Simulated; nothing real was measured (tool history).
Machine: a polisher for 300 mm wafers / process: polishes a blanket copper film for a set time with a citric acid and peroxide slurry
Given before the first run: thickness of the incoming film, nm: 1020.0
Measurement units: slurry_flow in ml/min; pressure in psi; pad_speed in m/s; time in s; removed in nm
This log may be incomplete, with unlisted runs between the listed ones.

run,day,slurry_flow,pressure,pad_speed,slurry_solids,time,removed
1,0.000,265,2.6,0.88,1.00,52,99.001
2,0.362,270,2.8,0.88,1.00,52,105.560
3,0.646,270,3.0,0.88,1.00,52,114.720
4,0.758,270,3.2,0.88,1.00,52,121.700
5,1.075,270,3.3,0.88,1.00,52,124.820
6,1.217,270,3.3,0.88,0.85,52,122.300
7,1.417,270,3.3,0.88,0.85,52,121.930

Forecast run 8:
8,1.600,270,3.3,0.88,0.85,52,?

{"run 8": {"removed": 121.88}}

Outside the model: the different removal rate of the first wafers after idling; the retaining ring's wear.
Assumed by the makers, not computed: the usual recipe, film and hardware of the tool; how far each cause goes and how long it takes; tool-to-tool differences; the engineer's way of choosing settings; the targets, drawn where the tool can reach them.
